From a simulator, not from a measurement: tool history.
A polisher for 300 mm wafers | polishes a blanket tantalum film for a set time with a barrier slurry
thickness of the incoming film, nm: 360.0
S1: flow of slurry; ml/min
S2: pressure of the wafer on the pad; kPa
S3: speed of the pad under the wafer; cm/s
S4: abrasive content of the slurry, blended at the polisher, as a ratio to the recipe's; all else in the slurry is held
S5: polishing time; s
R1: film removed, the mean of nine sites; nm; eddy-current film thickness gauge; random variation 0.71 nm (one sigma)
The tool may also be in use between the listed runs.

{"run": 1, "day": 0.0, "S1": 125, "S2": 9.7, "S3": 102, "S4": 1.0, "S5": 44, "R1": 45.714}
{"run": 2, "day": 0.042, "S1": 125, "S2": 9.7, "S3": 90, "S4": 1.0, "S5": 44, "R1": 42.114}
{"run": 3, "day": 0.342, "S1": 145, "S2": 9.7, "S3": 90, "S4": 1.0, "S5": 44, "R1": 42.977}
{"run": 4, "day": 0.454, "S1": 145, "S2": 9.7, "S3": 90, "S4": 1.0, "S5": 44, "R1": 43.495}
{"run": 5, "day": 0.817, "S1": 130, "S2": 9.7, "S3": 90, "S4": 1.0, "S5": 44, "R1": 42.673}
{"run": 6, "day": 0.896, "S1": 130, "S2": 9.7, "S3": 64, "S4": 1.0, "S5": 44, "R1": 34.395}

Run 7 comes next. What will it give?
{"run": 7, "day": 1.238, "S1": 135, "S2": 11.0, "S3": 66, "S4": 1.0, "S5": 44, "R1": "?"}

Run 7 gave R1 40.414 nm.
